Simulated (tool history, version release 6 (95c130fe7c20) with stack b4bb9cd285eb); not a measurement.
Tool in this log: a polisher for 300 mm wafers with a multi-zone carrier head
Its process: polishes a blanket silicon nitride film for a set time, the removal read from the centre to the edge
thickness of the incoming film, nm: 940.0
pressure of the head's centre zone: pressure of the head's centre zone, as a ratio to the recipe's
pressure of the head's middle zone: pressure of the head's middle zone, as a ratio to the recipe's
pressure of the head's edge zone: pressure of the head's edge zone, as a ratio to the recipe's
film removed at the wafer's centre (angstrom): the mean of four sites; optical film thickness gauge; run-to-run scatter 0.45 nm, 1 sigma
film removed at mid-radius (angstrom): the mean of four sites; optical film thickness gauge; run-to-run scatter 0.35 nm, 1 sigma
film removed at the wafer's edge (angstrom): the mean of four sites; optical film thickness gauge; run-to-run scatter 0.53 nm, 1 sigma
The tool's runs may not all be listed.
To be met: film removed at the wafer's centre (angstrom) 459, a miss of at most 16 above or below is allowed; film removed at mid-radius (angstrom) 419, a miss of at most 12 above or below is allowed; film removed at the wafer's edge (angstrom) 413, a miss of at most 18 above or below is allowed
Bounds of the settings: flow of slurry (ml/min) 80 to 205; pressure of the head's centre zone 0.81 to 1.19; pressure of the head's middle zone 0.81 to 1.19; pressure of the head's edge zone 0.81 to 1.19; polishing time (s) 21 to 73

run	hour	flow of slurry (ml/min)	pressure of the head's centre zone	pressure of the head's middle zone	pressure of the head's edge zone	polishing time (s)	film removed at the wafer's centre (angstrom)	film removed at mid-radius (angstrom)	film removed at the wafer's edge (angstrom)
1	0	135	1	1	1	47	644.92	633.1	620.03
2	3	135	0.93	1	1	47	607.47	640.26	613.67
3	5.8	130	0.94	0.98	0.97	45	588.12	590.3	586.34
4	11.6	130	0.95	0.98	0.95	43	557.17	566.37	546.43
5	17.1	130	0.95	0.98	1	43	556.76	565.19	562.99
6	25.4	130	0.96	0.97	0.97	41	540.58	538.02	545.02
7	33.9	125	0.98	0.97	0.94	39	517.79	516.37	484.05
8	40.6	120	0.98	0.95	0.93	39	515.43	498.18	487.56
9	48	115	0.98	0.94	0.91	39	492.3	482.75	478.16
10	48.7	110	0.99	0.93	0.9	39	507.13	475.41	482.44
11	49.6	110	0.99	0.93	0.89	38	489.7	459.41	453.98
12	57.5	105	0.99	0.93	0.88	38	477.76	466.42	447.8
13	65.4	100	1	0.92	0.87	38	486.63	442.98	448.4
14	73.9	100	1	0.92	0.86	38	484.85	451.16	444.15
15	79.5	85	1	0.88	0.81	36	429.94	385.57	392.28
16	81.7	90	1	0.88	0.81	36	440.91	398.69	402.56

5 candidate next runs follow, results not yet known. Just one meets every target within its allowed miss. Identify it.
A	83.9	100	0.95	0.84	0.86	35	?	?	?
B	83.9	110	1.01	0.84	0.81	33	?	?	?
C	83.9	135	0.96	0.84	0.81	35	?	?	?
D	83.9	80	0.97	0.83	0.91	41	?	?	?
E	83.9	120	0.96	0.81	0.84	33	?	?	?

move	film removed at the wafer's centre (angstrom)	film removed at mid-radius (angstrom)	film removed at the wafer's edge (angstrom)
A	415.27	396.24	408.07
B	426.77	383.15	381.6
C	455.77	426.33	418.47
D	457.74	429.73	468.06
E	417.04	382.53	393.49
A: its largest miss is bigger than the last run's
B: its largest miss is bigger than the last run's
C: every result within its allowed miss
D: the worst result of the last run now meets its target, but another is out of spec
E: its largest miss is bigger than the last run's
The move that meets every target is C.
